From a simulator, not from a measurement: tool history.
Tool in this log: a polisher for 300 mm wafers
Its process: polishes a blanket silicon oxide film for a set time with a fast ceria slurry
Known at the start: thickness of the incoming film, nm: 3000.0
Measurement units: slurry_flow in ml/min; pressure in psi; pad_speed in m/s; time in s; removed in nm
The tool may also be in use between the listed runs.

{"run": 1, "hour": 0.0, "slurry_flow": 235, "pressure": 3, "pad_speed": 0.8, "time": 75, "removed": 1225.3}
{"run": 2, "hour": 2.2, "slurry_flow": 235, "pressure": 2.5, "pad_speed": 0.74, "time": 75, "removed": 955.33}
{"run": 3, "hour": 6.6, "slurry_flow": 235, "pressure": 2.1, "pad_speed": 0.72, "time": 75, "removed": 790.4}
{"run": 4, "hour": 11.7, "slurry_flow": 235, "pressure": 1.9, "pad_speed": 0.72, "time": 75, "removed": 709.22}
{"run": 5, "hour": 17.2, "slurry_flow": 235, "pressure": 2.4, "pad_speed": 0.72, "time": 75, "removed": 885.21}
{"run": 6, "hour": 18.7, "slurry_flow": 235, "pressure": 2.1, "pad_speed": 0.72, "time": 75, "removed": 782.45}
{"run": 7, "hour": 19.3, "slurry_flow": 235, "pressure": 1.9, "pad_speed": 0.72, "time": 75, "removed": 708.5}

What will run 8 give?
{"run": 8, "hour": 20.0, "slurry_flow": 235, "pressure": 1.8, "pad_speed": 0.72, "time": 75, "removed": "?"}

Logged for run 8: removed 667.93 nm.
